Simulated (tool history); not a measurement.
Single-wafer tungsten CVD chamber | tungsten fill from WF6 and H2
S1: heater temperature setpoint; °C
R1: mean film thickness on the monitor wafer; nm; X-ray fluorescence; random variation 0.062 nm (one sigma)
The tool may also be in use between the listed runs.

{"run": 1, "day": 0.0, "S1": 370, "chamber pressure (Torr)": 45.5, "deposition time (s)": 13.4, "R1": 25.07}
{"run": 2, "day": 0.033, "S1": 370, "chamber pressure (Torr)": 41.1, "deposition time (s)": 13.4, "R1": 24.009}
{"run": 3, "day": 0.262, "S1": 377, "chamber pressure (Torr)": 41.1, "deposition time (s)": 13.4, "R1": 27.627}
{"run": 4, "day": 0.588, "S1": 377, "chamber pressure (Torr)": 41.1, "deposition time (s)": 12.8, "R1": 26.289}
{"run": 5, "day": 0.925, "S1": 377, "chamber pressure (Torr)": 47.4, "deposition time (s)": 12.8, "R1": 28.057}
{"run": 6, "day": 1.154, "S1": 377, "chamber pressure (Torr)": 47.4, "deposition time (s)": 12.8, "R1": 27.945}
{"day": 1.212, "done": "capacitance manometer re-zeroed and calibrated"}
{"run": 7, "day": 1.212, "S1": 374, "chamber pressure (Torr)": 47.3, "deposition time (s)": 12.8, "R1": 27.316}
{"run": 8, "day": 1.379, "S1": 370, "chamber pressure (Torr)": 47.2, "deposition time (s)": 12.8, "R1": 25.092}
{"run": 9, "day": 1.688, "S1": 367, "chamber pressure (Torr)": 47.2, "deposition time (s)": 12.8, "R1": 23.581}

Forecast run 10:
{"run": 10, "day": 1.833, "S1": 365, "chamber pressure (Torr)": 47.2, "deposition time (s)": 12.8, "R1": "?"}

Run 10 gave R1 22.803 nm.
